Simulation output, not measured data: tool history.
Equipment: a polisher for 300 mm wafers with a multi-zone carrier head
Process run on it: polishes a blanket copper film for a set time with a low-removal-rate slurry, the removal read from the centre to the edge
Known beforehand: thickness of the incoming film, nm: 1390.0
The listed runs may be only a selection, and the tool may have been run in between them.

run  hour  flow of slurry (ml/min)  pressure of the head's centre zone  pressure of the head's middle zone  pressure of the head's edge zone  abrasive content of the slurry  polishing time (s)  film removed at the wafer's centre (nm)  film removed at mid-radius (nm)  film removed at the wafer's edge (nm)
  1   0.0                      170                                1.00                                1.00                              1.00                            1.00                  31                                   96.357                           95.442                                 96.365
  2   6.5                      180                                1.02                                0.97                              1.05                            1.15                  32                                  104.620                          100.230                                107.210
  3   8.6                      195                                1.06                                0.96                              1.09                            1.25                  33                                  116.550                          103.560                                114.070
  4   9.2                      195                                1.06                                0.96                              1.14                            1.25                  33                                  116.520                          102.670                                118.010
  5  12.8                      195                                1.06                                0.96                              1.14                            1.45                  33                                  121.360                          109.070                                120.900
  6  16.2                      200                                1.07                                0.95                              1.15                            1.45                  34                                  124.940                          112.240                                124.760
  7  20.5                      205                                1.08                                0.93                              1.16                            1.45                  35                                  131.200                          110.220                                131.280
  8  24.9                      215                                1.09                                0.93                              1.17                            1.45                  35                                  130.940                          112.530                                131.760
  9  33.3                      215                                1.10                                0.93                              1.18                            1.45                  36                                  136.150                          117.760                                137.130

What will run 10 give?
 10  40.4                      220                                1.11                                0.92                              1.18                            1.45                  36                                        ?                                ?                                      ?

{"run 10": {"film removed at the wafer's centre (nm)": 139.74, "film removed at mid-radius (nm)": 118.31, "film removed at the wafer's edge (nm)": 137.13}}
